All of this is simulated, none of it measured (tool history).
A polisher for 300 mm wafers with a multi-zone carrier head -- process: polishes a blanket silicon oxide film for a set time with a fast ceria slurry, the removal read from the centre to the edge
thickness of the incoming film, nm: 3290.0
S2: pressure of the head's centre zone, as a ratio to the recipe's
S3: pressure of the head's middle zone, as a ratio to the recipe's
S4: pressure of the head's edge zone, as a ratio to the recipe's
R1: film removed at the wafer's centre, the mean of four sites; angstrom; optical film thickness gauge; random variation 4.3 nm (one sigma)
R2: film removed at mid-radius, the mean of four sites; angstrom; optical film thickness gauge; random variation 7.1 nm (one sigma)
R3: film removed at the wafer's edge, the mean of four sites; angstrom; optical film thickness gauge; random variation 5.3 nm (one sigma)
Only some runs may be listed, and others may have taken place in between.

Run 1, day 0: flow of slurry (ml/min) 165, S2 1, S3 1, S4 1, polishing time (s) 44. Result: R1 3702.2 angstrom, R2 3250.2 angstrom, R3 3107.7 angstrom.
Run 2, day 0.279: flow of slurry (ml/min) 180, S2 1.01, S3 1.06, S4 1.02, polishing time (s) 47. Result: R1 4008.9 angstrom, R2 3659.2 angstrom, R3 3460.8 angstrom.
Run 3, day 0.425: flow of slurry (ml/min) 190, S2 1.02, S3 1.1, S4 0.99, polishing time (s) 50. Result: R1 4355.1 angstrom, R2 4089.1 angstrom, R3 3668.7 angstrom.
Run 4, day 0.583: flow of slurry (ml/min) 190, S2 1.02, S3 1.1, S4 0.99, polishing time (s) 39. Result: R1 3354.6 angstrom, R2 3267.7 angstrom, R3 2835.9 angstrom.
Run 5, day 0.808: flow of slurry (ml/min) 190, S2 1.02, S3 1.1, S4 1.03, polishing time (s) 39. Result: R1 3361.8 angstrom, R2 3191.4 angstrom, R3 2894.8 angstrom.
Run 6, day 0.975: flow of slurry (ml/min) 205, S2 1.03, S3 1.13, S4 1.01, polishing time (s) 44. Result: R1 3916.8 angstrom, R2 3755.8 angstrom, R3 3269.3 angstrom.

Run 7, settings as shown, results not yet in. Your forecast:
Run 7, day 1.029: flow of slurry (ml/min) 205, S2 1.03, S3 1.13, S4 1.01, polishing time (s) 44. Result: R1 ?, R2 ?, R3 ?.

R1: 3926.6 angstrom
R2: 3626.7 angstrom
R3: 3266.1 angstrom

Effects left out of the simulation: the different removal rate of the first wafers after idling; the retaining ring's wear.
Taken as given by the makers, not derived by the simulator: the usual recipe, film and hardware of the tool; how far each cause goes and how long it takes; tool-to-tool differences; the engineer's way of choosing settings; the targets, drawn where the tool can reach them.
